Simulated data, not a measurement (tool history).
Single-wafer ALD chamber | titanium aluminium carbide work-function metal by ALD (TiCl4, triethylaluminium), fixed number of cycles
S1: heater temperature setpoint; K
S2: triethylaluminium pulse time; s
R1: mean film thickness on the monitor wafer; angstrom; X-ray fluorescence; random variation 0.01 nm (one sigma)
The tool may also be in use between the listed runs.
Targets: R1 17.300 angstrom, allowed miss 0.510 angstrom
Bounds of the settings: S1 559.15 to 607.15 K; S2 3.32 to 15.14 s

run	hour	S1	S2	R1
1	0.0	583.15	9.23	19.796
2	4.5	583.15	6.96	18.889
3	5.8	587.15	6.96	19.423
4	7.4	587.15	5.09	18.340
5	10.6	587.15	3.32	16.584
# hour 14.5: thermocouple changed; heater temperature recalibrated
6	14.5	588.15	3.39	16.459
7	22.1	597.15	5.55	18.949
8	26.2	595.15	5.28	18.580
9	27.5	595.15	5.28	18.697
10	30.8	593.15	5.08	18.228
11	38.7	592.15	4.92	18.393
12	41.6	591.15	4.78	17.963
13	47.6	590.15	4.68	18.067

4 next moves are on the table. One of them brings every result within its allowed miss. Which?
A	53.6	587.15	7.50	?
B	53.6	596.15	5.81	?
C	53.6	596.15	3.45	?
D	53.6	590.15	6.12	?

move	R1
A	19.275
B	19.128
C	17.112
D	18.870
A: further off than the last run
B: further off than the last run
C: meets every target
D: further off than the last run
Move C is the one to make.
